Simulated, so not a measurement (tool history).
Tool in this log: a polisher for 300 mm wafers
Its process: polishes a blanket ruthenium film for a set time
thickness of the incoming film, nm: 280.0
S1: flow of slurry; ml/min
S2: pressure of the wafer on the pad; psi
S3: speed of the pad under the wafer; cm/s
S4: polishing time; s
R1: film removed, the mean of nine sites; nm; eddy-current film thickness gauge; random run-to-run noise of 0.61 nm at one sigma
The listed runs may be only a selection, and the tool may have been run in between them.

run 1 hour=0.0 | S1=180 S2=1.5 S3=124 S4=32 | R1=27.226
run 2 hour=8.3 | S1=180 S2=1.5 S3=138 S4=32 | R1=29.821
run 3 hour=9.4 | S1=180 S2=1.6 S3=140 S4=32 | R1=32.783
run 4 hour=13.6 | S1=180 S2=1.7 S3=140 S4=32 | R1=34.070
run 5 hour=20.7 | S1=180 S2=1.4 S3=140 S4=32 | R1=29.079
run 6 hour=22.0 | S1=180 S2=1.4 S3=140 S4=32 | R1=29.067

Run 7 has not been measured yet. What should we expect?
run 7 hour=30.1 | S1=180 S2=1.6 S3=142 S4=32 | R1=?

{"run 7": {"R1": 33.546}}
